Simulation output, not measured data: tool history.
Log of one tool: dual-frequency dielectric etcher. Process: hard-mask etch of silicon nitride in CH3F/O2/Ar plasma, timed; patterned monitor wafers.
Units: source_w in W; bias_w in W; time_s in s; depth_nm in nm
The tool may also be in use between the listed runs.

| run | hour | source_w | bias_w | time_s | depth_nm |
|---|---|---|---|---|---|
| 1 | 0 | 540 | 70 | 137 | 102.66 |
| 2 | 8 | 540 | 70 | 137 | 102.65 |
| 3 | 8.7 | 560 | 70 | 137 | 104.31 |
| 4 | 11.7 | 560 | 70 | 126 | 96.44 |
| 5 | 16.2 | 560 | 75 | 126 | 98.484 |
| 6 | 23 | 640 | 75 | 126 | 103.86 |
| 7 | 26.2 | 650 | 76 | 126 | 105.37 |
| 8 | 34.4 | 660 | 77 | 126 | 106.86 |
| 9 | 40 | 670 | 77 | 126 | 107 |

Forecast run 10:
| 10 | 42.4 | 680 | 78 | 126 | ? |

depth_nm: 107.77 nm

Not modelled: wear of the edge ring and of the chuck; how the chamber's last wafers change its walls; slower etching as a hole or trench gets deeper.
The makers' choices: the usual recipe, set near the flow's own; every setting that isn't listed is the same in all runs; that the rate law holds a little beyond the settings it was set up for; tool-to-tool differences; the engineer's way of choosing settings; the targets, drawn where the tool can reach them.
